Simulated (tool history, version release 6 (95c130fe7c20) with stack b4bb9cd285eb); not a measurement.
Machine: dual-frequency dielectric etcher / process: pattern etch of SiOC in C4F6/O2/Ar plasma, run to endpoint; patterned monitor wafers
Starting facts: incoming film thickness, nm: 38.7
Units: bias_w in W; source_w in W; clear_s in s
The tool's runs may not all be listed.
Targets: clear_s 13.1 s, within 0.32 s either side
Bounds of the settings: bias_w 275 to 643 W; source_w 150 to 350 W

{"run": 1, "day": 0.0, "bias_w": 459, "source_w": 250, "clear_s": 14.923}
{"run": 2, "day": 0.329, "bias_w": 406, "source_w": 250, "clear_s": 15.583}
{"run": 3, "day": 0.396, "bias_w": 344, "source_w": 250, "clear_s": 16.727}
{"run": 4, "day": 0.512, "bias_w": 300, "source_w": 250, "clear_s": 17.363}
{"run": 5, "day": 0.717, "bias_w": 380, "source_w": 260, "clear_s": 15.895}
{"run": 6, "day": 0.812, "bias_w": 380, "source_w": 230, "clear_s": 16.8}
{"run": 7, "day": 1.004, "bias_w": 449, "source_w": 240, "clear_s": 15.486}
{"run": 8, "day": 1.367, "bias_w": 498, "source_w": 250, "clear_s": 14.667}
{"run": 9, "day": 1.6, "bias_w": 533, "source_w": 260, "clear_s": 14.085}
{"run": 10, "day": 1.888, "bias_w": 556, "source_w": 260, "clear_s": 13.914}
{"run": 11, "day": 1.967, "bias_w": 576, "source_w": 260, "clear_s": 13.599}
{"run": 12, "day": 2.012, "bias_w": 588, "source_w": 260, "clear_s": 13.432}
{"run": 13, "day": 2.167, "bias_w": 596, "source_w": 260, "clear_s": 13.71}

Below are 5 possible settings for the next run. Only one of them brings all results inside the allowed miss of their targets. Which is it?
{"run": "A", "day": 2.321, "bias_w": 643, "source_w": 290, "clear_s": "?"}
{"run": "B", "day": 2.321, "bias_w": 642, "source_w": 260, "clear_s": "?"}
{"run": "C", "day": 2.321, "bias_w": 596, "source_w": 310, "clear_s": "?"}
{"run": "D", "day": 2.321, "bias_w": 628, "source_w": 290, "clear_s": "?"}
{"run": "E", "day": 2.321, "bias_w": 543, "source_w": 250, "clear_s": "?"}

move=A clear_s=12.526
move=B clear_s=13.176
move=C clear_s=12.5
move=D clear_s=12.636
move=E clear_s=14.276
A: carries the result that was furthest off beyond its target, to the other side
B: meets every target
C: carries the result that was furthest off beyond its target, to the other side
D: carries the result that was furthest off beyond its target, to the other side
E: misses by more than the last run did
Go with B: it meets all targets.

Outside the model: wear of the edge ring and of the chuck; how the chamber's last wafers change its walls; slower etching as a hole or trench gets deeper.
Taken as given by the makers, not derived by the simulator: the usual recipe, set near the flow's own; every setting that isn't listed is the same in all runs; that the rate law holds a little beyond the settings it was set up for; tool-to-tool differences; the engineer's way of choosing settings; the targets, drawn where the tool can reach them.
